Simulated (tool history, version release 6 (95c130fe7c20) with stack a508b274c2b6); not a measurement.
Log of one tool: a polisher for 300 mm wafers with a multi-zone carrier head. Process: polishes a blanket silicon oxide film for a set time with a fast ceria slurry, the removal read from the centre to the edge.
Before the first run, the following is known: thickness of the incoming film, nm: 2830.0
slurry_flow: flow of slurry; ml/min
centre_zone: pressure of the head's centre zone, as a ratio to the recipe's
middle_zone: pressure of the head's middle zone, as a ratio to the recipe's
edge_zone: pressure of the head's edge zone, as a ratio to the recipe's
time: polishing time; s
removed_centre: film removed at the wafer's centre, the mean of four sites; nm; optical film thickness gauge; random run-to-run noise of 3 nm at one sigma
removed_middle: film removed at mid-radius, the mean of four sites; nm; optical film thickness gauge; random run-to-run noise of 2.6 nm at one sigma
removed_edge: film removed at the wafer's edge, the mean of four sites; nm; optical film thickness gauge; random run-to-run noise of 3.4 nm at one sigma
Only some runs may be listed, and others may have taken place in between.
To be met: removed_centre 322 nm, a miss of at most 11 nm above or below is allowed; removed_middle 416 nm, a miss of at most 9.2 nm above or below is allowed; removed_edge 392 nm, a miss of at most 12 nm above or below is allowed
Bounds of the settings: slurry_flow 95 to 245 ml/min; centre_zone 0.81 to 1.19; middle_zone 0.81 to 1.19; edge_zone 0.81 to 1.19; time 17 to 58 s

Run 1, hour 0: slurry_flow 155 ml/min, centre_zone 1, middle_zone 1, edge_zone 1, time 37 s. Result: removed_centre 504.77 nm, removed_middle 493.51 nm, removed_edge 496.12 nm.
Run 2, hour 7.1: slurry_flow 155 ml/min, centre_zone 0.92, middle_zone 1, edge_zone 1, time 37 s. Result: removed_centre 450.33 nm, removed_middle 494.23 nm, removed_edge 491.05 nm.
Run 3, hour 11.8: slurry_flow 145 ml/min, centre_zone 0.9, middle_zone 1, edge_zone 0.98, time 36 s. Result: removed_centre 427.28 nm, removed_middle 473.53 nm, removed_edge 466.87 nm.
Run 4, hour 14.6: slurry_flow 145 ml/min, centre_zone 0.9, middle_zone 1, edge_zone 0.93, time 36 s. Result: removed_centre 430.94 nm, removed_middle 472.12 nm, removed_edge 465.86 nm.
Run 5, hour 17.6: slurry_flow 145 ml/min, centre_zone 0.9, middle_zone 0.94, edge_zone 0.93, time 36 s. Result: removed_centre 431.07 nm, removed_middle 450.47 nm, removed_edge 460.52 nm.
Run 6, hour 20.3: slurry_flow 140 ml/min, centre_zone 0.88, middle_zone 0.96, edge_zone 0.93, time 35 s. Result: removed_centre 399.35 nm, removed_middle 444.12 nm, removed_edge 443.76 nm.
Run 7, hour 22.6: slurry_flow 135 ml/min, centre_zone 0.87, middle_zone 0.97, edge_zone 0.92, time 35 s. Result: removed_centre 396.32 nm, removed_middle 442.91 nm, removed_edge 446.94 nm.
Run 8, hour 26.6: slurry_flow 120 ml/min, centre_zone 0.81, middle_zone 1.07, edge_zone 0.91, time 29 s. Result: removed_centre 292.47 nm, removed_middle 384.17 nm, removed_edge 356.24 nm.

Pick the move, out of 5, that brings all results within their allowed miss; only one does.
Run A, hour 30.6: slurry_flow 120 ml/min, centre_zone 0.9, middle_zone 0.98, edge_zone 1.08, time 29 s. Result: removed_centre ?, removed_middle ?, removed_edge ?.
Run B, hour 30.6: slurry_flow 100 ml/min, centre_zone 0.85, middle_zone 1.1, edge_zone 0.98, time 32 s. Result: removed_centre ?, removed_middle ?, removed_edge ?.
Run C, hour 30.6: slurry_flow 145 ml/min, centre_zone 0.9, middle_zone 1.13, edge_zone 0.84, time 27 s. Result: removed_centre ?, removed_middle ?, removed_edge ?.
Run D, hour 30.6: slurry_flow 150 ml/min, centre_zone 0.91, middle_zone 1.15, edge_zone 0.96, time 28 s. Result: removed_centre ?, removed_middle ?, removed_edge ?.
Run E, hour 30.6: slurry_flow 115 ml/min, centre_zone 0.99, middle_zone 1.06, edge_zone 0.81, time 27 s. Result: removed_centre ?, removed_middle ?, removed_edge ?.

move  removed_centre  removed_middle  removed_edge
   A          328.43          360.96         384.2
   B          321.55          416.06         388.7
   C          322.43          397.32        327.53
   D          340.93          421.25        362.89
   E          332.32          354.91        309.77
A: lands further from the targets than the last run did
B: all results land within tolerance of their targets
C: lands further from the targets than the last run did
D: meets the target for the result that was furthest off, but another lies outside its allowed miss
E: lands further from the targets than the last run did
The move that meets every target is B.
